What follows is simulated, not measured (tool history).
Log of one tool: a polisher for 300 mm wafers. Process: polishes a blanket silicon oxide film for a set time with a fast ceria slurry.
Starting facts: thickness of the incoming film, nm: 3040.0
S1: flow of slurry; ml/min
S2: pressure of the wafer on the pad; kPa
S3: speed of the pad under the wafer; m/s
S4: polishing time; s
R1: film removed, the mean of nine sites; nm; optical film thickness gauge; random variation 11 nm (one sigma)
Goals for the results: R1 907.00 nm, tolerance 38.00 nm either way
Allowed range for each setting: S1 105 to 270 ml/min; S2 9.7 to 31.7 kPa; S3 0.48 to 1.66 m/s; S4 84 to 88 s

run  hour   S1    S2    S3  S4       R1
  1   0.0  175  20.7  1.06  84  1284.70
  2   1.3  175  20.7  1.26  84  1496.00
  3   6.9  175  19.3  1.26  84  1389.10
  4  11.3  175  17.9  1.26  84  1327.60
  5  14.9  175  16.5  1.26  84  1267.20
  6  17.7  175  15.2  1.24  84  1165.80
  7  21.8  175  14.5  1.24  84  1123.60
  8  29.9  175  13.8  1.24  84  1105.80
  9  37.5  175  13.1  1.24  84  1039.00
 10  46.2  175  12.4  1.24  84  1018.00
 11  47.9  175  11.7  1.24  84   969.70

5 next moves are on the table. One of them brings every result within its allowed miss. Which?
  A  49.6  155  13.8  1.16  84   ?
  B  49.6  175  11.0  1.32  87   ?
  C  49.6  170  11.0  1.22  88   ?
  D  49.6  145  12.4  1.14  84   ?
  E  49.6  175  14.5  1.02  87   ?

move       R1
   A  1020.00
   B  1035.10
   C   980.14
   D   927.80
   E  1013.00
A: misses by more than the last run did
B: misses by more than the last run did
C: misses by more than the last run did
D: in spec on every target
E: misses by more than the last run did
Answer: D
